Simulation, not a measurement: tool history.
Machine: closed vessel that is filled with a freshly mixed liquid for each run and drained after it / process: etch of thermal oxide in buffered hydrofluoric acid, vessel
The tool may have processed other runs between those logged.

run,hour,temperature setpoint of the liquid (K),parts of 40 % ammonium fluoride to one part of 49 % hydrofluoric acid (parts by volume),time in the liquid (s),thickness taken off the thermal oxide on a monitor wafer (angstrom)
1,0.0,297.15,11,100,1117.00
2,2.4,298.65,11,100,1198.20
3,11.1,295.15,11,100,993.94
4,17.1,295.65,11,100,1021.80
5,25.1,296.15,11,100,1047.20
6,32.6,296.65,11,100,1069.10

Forecast run 7:
# hour 36.3: hydrofluoric acid flow meter replaced
7,36.3,297.15,11,100,?

thickness taken off the thermal oxide on a monitor wafer (angstrom): 1046.80
